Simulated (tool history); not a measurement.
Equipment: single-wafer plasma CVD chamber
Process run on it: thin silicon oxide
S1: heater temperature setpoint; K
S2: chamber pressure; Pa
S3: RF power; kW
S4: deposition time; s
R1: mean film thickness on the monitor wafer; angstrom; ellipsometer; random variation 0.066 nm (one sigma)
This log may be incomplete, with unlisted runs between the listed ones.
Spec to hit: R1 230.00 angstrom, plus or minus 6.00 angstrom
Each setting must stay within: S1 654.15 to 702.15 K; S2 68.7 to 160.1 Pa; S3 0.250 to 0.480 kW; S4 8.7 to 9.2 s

run,hour,S1,S2,S3,S4,R1
1,0.0,678.15,114.4,0.365,9.2,193.86
2,7.3,678.15,114.4,0.365,8.7,182.96
3,14.5,678.15,119.6,0.365,8.7,190.69
4,22.9,678.15,124.0,0.365,8.7,196.60
5,30.9,678.15,127.9,0.365,8.7,202.70
6,35.3,682.15,127.9,0.365,8.7,201.34
7,39.2,682.15,131.1,0.365,8.7,206.05
8,42.9,682.15,133.7,0.365,8.7,209.88
9,43.4,682.15,136.0,0.365,8.7,212.01
10,45.4,682.15,138.1,0.365,8.7,213.57
11,51.7,682.15,140.1,0.365,8.7,215.28
12,53.2,682.15,142.0,0.365,8.7,218.00
13,53.9,682.15,143.6,0.365,8.7,219.45
14,58.5,682.15,143.6,0.365,8.7,220.68
15,59.2,682.15,144.8,0.365,8.7,220.46
16,68.0,682.15,146.1,0.365,8.7,222.41
17,75.9,682.15,147.2,0.365,8.7,223.69

5 next moves are on the table. One of them brings every result within its allowed miss. Which?
A,83.8,692.15,153.5,0.335,8.7,?
B,83.8,676.15,141.6,0.340,8.7,?
C,83.8,679.15,141.5,0.375,8.7,?
D,83.8,689.15,149.9,0.335,9.2,?
E,83.8,688.15,150.7,0.375,9.2,?

move,R1
A,217.78
B,209.84
C,219.59
D,226.95
E,241.11
A: further off than the last run
B: further off than the last run
C: further off than the last run
D: in spec on every target
E: the result that was furthest off in the last run now lies on the other side of its target
The right move is D.

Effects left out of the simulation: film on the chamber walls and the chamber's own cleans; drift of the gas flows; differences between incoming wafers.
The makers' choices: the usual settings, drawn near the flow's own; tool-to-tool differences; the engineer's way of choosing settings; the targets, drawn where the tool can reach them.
